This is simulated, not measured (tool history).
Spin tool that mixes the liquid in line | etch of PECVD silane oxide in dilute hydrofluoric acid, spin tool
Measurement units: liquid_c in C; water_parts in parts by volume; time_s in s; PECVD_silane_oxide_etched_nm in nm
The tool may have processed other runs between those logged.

Run 1, hour 0: liquid_c 21 C, water_parts 265 parts by volume, time_s 15 s. Result: PECVD_silane_oxide_etched_nm 1.7473 nm.
Run 2, hour 5.3: liquid_c 21 C, water_parts 200 parts by volume, time_s 15 s. Result: PECVD_silane_oxide_etched_nm 2.5059 nm.
Run 3, hour 6.6: liquid_c 23 C, water_parts 185 parts by volume, time_s 15 s. Result: PECVD_silane_oxide_etched_nm 2.9596 nm.
Run 4, hour 7.7: liquid_c 19.5 C, water_parts 185 parts by volume, time_s 15 s. Result: PECVD_silane_oxide_etched_nm 2.5796 nm.
Run 5, hour 16.4: liquid_c 22 C, water_parts 175 parts by volume, time_s 15 s. Result: PECVD_silane_oxide_etched_nm 3.0157 nm.
Run 6, hour 20.2: liquid_c 24 C, water_parts 170 parts by volume, time_s 15 s. Result: PECVD_silane_oxide_etched_nm 3.3903 nm.
Run 7, hour 26.4: liquid_c 25.5 C, water_parts 165 parts by volume, time_s 15 s. Result: PECVD_silane_oxide_etched_nm 3.7412 nm.

Run 8, settings as shown, results not yet in. Your forecast:
Run 8, hour 33.7: liquid_c 26.5 C, water_parts 165 parts by volume, time_s 15 s. Result: PECVD_silane_oxide_etched_nm ?.

Run 8 measured PECVD_silane_oxide_etched_nm 3.8627 nm.
